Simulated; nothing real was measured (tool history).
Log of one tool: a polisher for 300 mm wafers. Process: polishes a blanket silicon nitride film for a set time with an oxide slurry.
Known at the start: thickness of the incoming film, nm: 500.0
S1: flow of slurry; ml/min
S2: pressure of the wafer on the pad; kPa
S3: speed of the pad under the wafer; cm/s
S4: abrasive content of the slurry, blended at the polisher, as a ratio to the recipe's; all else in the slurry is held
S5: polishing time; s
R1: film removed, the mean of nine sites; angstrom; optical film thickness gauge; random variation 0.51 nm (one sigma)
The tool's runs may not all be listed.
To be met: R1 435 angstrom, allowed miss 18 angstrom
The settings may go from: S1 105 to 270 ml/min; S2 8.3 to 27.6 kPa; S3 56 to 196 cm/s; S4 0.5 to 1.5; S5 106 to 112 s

run 1 day=0 | S1=175 S2=17.9 S3=126 S4=1 S5=106 | R1=570.1
run 2 day=0.308 | S1=175 S2=17.9 S3=126 S4=1.1 S5=106 | R1=586.49
run 3 day=0.354 | S1=175 S2=17.9 S3=126 S4=0.9 S5=106 | R1=532.55
run 4 day=0.704 | S1=175 S2=17.2 S3=126 S4=0.9 S5=106 | R1=527.18
run 5 day=0.996 | S1=175 S2=21.4 S3=126 S4=0.9 S5=106 | R1=589.13
run 6 day=1.183 | S1=190 S2=21.4 S3=126 S4=0.9 S5=106 | R1=614.76
run 7 day=1.321 | S1=180 S2=19.3 S3=124 S4=0.9 S5=106 | R1=552.93
run 8 day=1.546 | S1=175 S2=17.9 S3=122 S4=0.9 S5=106 | R1=527.77

4 next moves are on the table. One of them brings every result within its allowed miss. Which?
run A day=1.771 | S1=170 S2=17.9 S3=138 S4=0.95 S5=112 | R1=?
run B day=1.771 | S1=135 S2=13.1 S3=134 S4=0.7 S5=106 | R1=?
run C day=1.771 | S1=220 S2=13.8 S3=90 S4=1.1 S5=106 | R1=?
run D day=1.771 | S1=175 S2=18.6 S3=98 S4=0.7 S5=106 | R1=?

move=A R1=612.39
move=B R1=373.21
move=C R1=444.16
move=D R1=402.5
A: further off than the last run
B: takes the result that was furthest off past its target
C: meets every target
D: takes the result that was furthest off past its target
The right move is C.
